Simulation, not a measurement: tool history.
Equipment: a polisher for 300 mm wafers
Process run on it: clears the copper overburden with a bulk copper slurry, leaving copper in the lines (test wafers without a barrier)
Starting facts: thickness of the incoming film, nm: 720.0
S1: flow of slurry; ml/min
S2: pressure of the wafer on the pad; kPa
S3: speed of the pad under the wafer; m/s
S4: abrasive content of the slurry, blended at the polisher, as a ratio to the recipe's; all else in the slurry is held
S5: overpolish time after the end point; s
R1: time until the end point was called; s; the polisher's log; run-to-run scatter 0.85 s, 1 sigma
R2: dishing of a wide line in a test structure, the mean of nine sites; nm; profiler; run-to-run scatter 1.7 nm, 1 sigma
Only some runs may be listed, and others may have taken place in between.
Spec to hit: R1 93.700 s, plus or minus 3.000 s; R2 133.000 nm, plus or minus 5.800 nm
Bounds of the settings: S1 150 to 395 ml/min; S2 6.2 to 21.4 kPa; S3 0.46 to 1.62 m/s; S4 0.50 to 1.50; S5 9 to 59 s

Run 1, hour 0.0: S1 250 ml/min, S2 13.8 kPa, S3 1.04 m/s, S4 1.00, S5 30 s. Result: R1 127.150 s, R2 83.386 nm.
Run 2, hour 8.1: S1 250 ml/min, S2 14.5 kPa, S3 1.04 m/s, S4 1.00, S5 32 s. Result: R1 120.700 s, R2 90.813 nm.
Run 3, hour 14.6: S1 250 ml/min, S2 14.5 kPa, S3 1.04 m/s, S4 1.00, S5 39 s. Result: R1 120.910 s, R2 100.520 nm.
Run 4, hour 16.2: S1 250 ml/min, S2 14.5 kPa, S3 1.04 m/s, S4 0.80, S5 39 s. Result: R1 124.770 s, R2 99.514 nm.
Run 5, hour 19.8: S1 250 ml/min, S2 14.5 kPa, S3 0.80 m/s, S4 0.80, S5 39 s. Result: R1 160.160 s, R2 84.853 nm.
Run 6, hour 26.4: S1 255 ml/min, S2 15.9 kPa, S3 0.80 m/s, S4 0.80, S5 39 s. Result: R1 147.940 s, R2 94.078 nm.
Run 7, hour 32.5: S1 255 ml/min, S2 17.2 kPa, S3 0.82 m/s, S4 0.80, S5 38 s. Result: R1 133.090 s, R2 99.709 nm.
Run 8, hour 38.5: S1 255 ml/min, S2 17.9 kPa, S3 0.84 m/s, S4 0.80, S5 38 s. Result: R1 124.680 s, R2 102.100 nm.
Run 9, hour 42.0: S1 255 ml/min, S2 18.6 kPa, S3 0.86 m/s, S4 0.80, S5 39 s. Result: R1 116.660 s, R2 110.390 nm.
Run 10, hour 50.6: S1 255 ml/min, S2 18.6 kPa, S3 0.86 m/s, S4 0.80, S5 39 s. Result: R1 117.000 s, R2 110.330 nm.
Run 11, hour 52.1: S1 255 ml/min, S2 19.3 kPa, S3 0.88 m/s, S4 0.80, S5 39 s. Result: R1 109.590 s, R2 112.970 nm.
Run 12, hour 54.2: S1 255 ml/min, S2 20.0 kPa, S3 0.88 m/s, S4 0.80, S5 40 s. Result: R1 106.500 s, R2 116.610 nm.

Consider the 4 candidate settings below. Which is the only one whose results all fall within their allowed miss of target?
Run A, hour 56.3: S1 250 ml/min, S2 20.0 kPa, S3 0.92 m/s, S4 0.85, S5 47 s. Result: R1 ?, R2 ?.
Run B, hour 56.3: S1 245 ml/min, S2 21.4 kPa, S3 0.98 m/s, S4 0.70, S5 30 s. Result: R1 ?, R2 ?.
Run C, hour 56.3: S1 205 ml/min, S2 21.4 kPa, S3 0.98 m/s, S4 0.80, S5 44 s. Result: R1 ?, R2 ?.
Run D, hour 56.3: S1 265 ml/min, S2 20.0 kPa, S3 1.02 m/s, S4 0.85, S5 25 s. Result: R1 ?, R2 ?.

move       R1       R2
   A  103.150  126.550
   B   93.186  107.300
   C   93.999  129.980
   D   92.725   95.370
A: nearer the targets than the last run, but a result is still out of spec
B: puts the biggest miss on target and leaves a different result outside tolerance
C: each result inside its tolerance
D: puts the biggest miss on target and leaves a different result outside tolerance
The move that meets every target is C.
